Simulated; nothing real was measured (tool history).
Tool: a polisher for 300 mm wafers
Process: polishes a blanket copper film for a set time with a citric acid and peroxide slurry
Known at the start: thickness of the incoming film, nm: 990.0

| run | hour | flow of slurry (ml/min) | pressure of the wafer on the pad (psi) | speed of the pad under the wafer (m/s) | abrasive content of the slurry | polishing time (s) | film removed (nm) |
|---|---|---|---|---|---|---|---|
| 1 | 0.0 | 195 | 3.7 | 0.88 | 1.0 | 51 | 133.45 |
| 2 | 1.1 | 195 | 3.7 | 0.88 | 1.2 | 51 | 136.58 |
| 3 | 9.0 | 195 | 3.3 | 0.88 | 1.2 | 51 | 125.27 |
| 4 | 14.0 | 195 | 3.0 | 0.88 | 1.2 | 51 | 118.30 |
| 5 | 19.4 | 195 | 2.7 | 0.88 | 1.2 | 51 | 108.95 |
| 6 | 20.3 | 195 | 2.7 | 0.88 | 1.1 | 51 | 107.38 |

The next listed run, before its measurement:
| 7 | 21.3 | 195 | 2.5 | 0.88 | 1.1 | 51 | ? |

film removed (nm): 100.12

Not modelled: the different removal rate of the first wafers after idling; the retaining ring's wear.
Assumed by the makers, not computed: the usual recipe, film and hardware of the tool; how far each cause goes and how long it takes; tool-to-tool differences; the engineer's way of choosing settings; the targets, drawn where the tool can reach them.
